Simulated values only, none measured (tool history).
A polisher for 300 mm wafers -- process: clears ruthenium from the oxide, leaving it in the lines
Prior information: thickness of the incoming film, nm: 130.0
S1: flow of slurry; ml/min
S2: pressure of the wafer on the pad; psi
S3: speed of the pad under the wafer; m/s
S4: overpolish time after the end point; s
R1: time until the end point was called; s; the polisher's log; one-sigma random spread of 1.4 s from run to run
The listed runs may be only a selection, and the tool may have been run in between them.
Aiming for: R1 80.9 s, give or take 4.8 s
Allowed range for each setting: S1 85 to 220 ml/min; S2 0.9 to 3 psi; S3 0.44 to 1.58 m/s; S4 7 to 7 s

Run 1, hour 0: S1 140 ml/min, S2 1.9 psi, S3 1 m/s, S4 7 s. Result: R1 119.4 s.
Run 2, hour 1.6: S1 125 ml/min, S2 1.9 psi, S3 1 m/s, S4 7 s. Result: R1 125.94 s.
Run 3, hour 2.5: S1 125 ml/min, S2 1.9 psi, S3 1 m/s, S4 7 s. Result: R1 120.56 s.
Run 4, hour 7: S1 95 ml/min, S2 1.9 psi, S3 1 m/s, S4 7 s. Result: R1 132 s.
Run 5, hour 11.8: S1 100 ml/min, S2 2 psi, S3 1 m/s, S4 7 s. Result: R1 126.39 s.
Run 6, hour 19.4: S1 105 ml/min, S2 2.1 psi, S3 1 m/s, S4 7 s. Result: R1 117.75 s.
Run 7, hour 24.8: S1 105 ml/min, S2 2.1 psi, S3 1 m/s, S4 7 s. Result: R1 113.88 s.
Run 8, hour 29.5: S1 110 ml/min, S2 2.1 psi, S3 1 m/s, S4 7 s. Result: R1 114.1 s.
Run 9, hour 34.5: S1 115 ml/min, S2 2.1 psi, S3 1 m/s, S4 7 s. Result: R1 116.21 s.
Run 10, hour 42.7: S1 115 ml/min, S2 2.2 psi, S3 1 m/s, S4 7 s. Result: R1 112.09 s.
Run 11, hour 47.7: S1 120 ml/min, S2 2.8 psi, S3 1.04 m/s, S4 7 s. Result: R1 88.621 s.
Run 12, hour 54.3: S1 120 ml/min, S2 2.8 psi, S3 1.04 m/s, S4 7 s. Result: R1 86.684 s.

Which single option among these 4 for the next run brings every result within its allowed miss of target? Just one does.
Run A, hour 60.9: S1 135 ml/min, S2 2.7 psi, S3 1.12 m/s, S4 7 s. Result: R1 ?.
Run B, hour 60.9: S1 130 ml/min, S2 2.4 psi, S3 1.06 m/s, S4 7 s. Result: R1 ?.
Run C, hour 60.9: S1 90 ml/min, S2 2.8 psi, S3 1.08 m/s, S4 7 s. Result: R1 ?.
Run D, hour 60.9: S1 105 ml/min, S2 2.5 psi, S3 1.4 m/s, S4 7 s. Result: R1 ?.

move      R1
   A  80.914
   B   94.93
   C  90.591
   D  73.779
A: all results in spec
B: the biggest miss grows against the last run
C: the biggest miss grows against the last run
D: takes the biggest miss from the last run beyond its target
So the answer is move A, the one that meets all the targets.
